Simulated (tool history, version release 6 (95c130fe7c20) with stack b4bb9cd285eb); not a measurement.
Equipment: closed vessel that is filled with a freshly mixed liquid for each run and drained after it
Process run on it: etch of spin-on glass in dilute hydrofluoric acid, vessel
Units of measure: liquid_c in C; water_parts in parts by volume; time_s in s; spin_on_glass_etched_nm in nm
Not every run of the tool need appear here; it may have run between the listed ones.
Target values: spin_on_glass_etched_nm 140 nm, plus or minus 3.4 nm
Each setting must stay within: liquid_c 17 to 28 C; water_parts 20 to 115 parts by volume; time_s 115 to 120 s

run  hour  liquid_c  water_parts  time_s  spin_on_glass_etched_nm
  1     0        20           65     115                   56.018
  2   2.6      22.5           65     115                   60.807
  3     9      22.5           85     115                   46.224
  4  14.4      22.5          100     115                   38.197
  5  15.2        23           90     115                   44.278
  6  18.3      23.5           80     115                   50.535
  7  26.9      27.5           55     120                   94.116
  8  31.9      27.5           50     120                   104.66
  9  35.7        28           40     120                   135.28

Next run, 4 choices. One meets every target within its allowed miss, the rest don't. Which?
  A  39.5      27.5           40     115                        ?
  B  39.5        27           35     120                        ?
  C  39.5        28           35     115                        ?
  D  39.5      26.5           35     115                        ?

move  spin_on_glass_etched_nm
   A                   126.88
   B                   149.36
   C                   149.07
   D                   140.25
A: lands further from the targets than the last run did
B: moves the result that the last run missed by most past its target, out the other side
C: moves the result that the last run missed by most past its target, out the other side
D: all results land within tolerance of their targets
Go with D: it meets all targets.
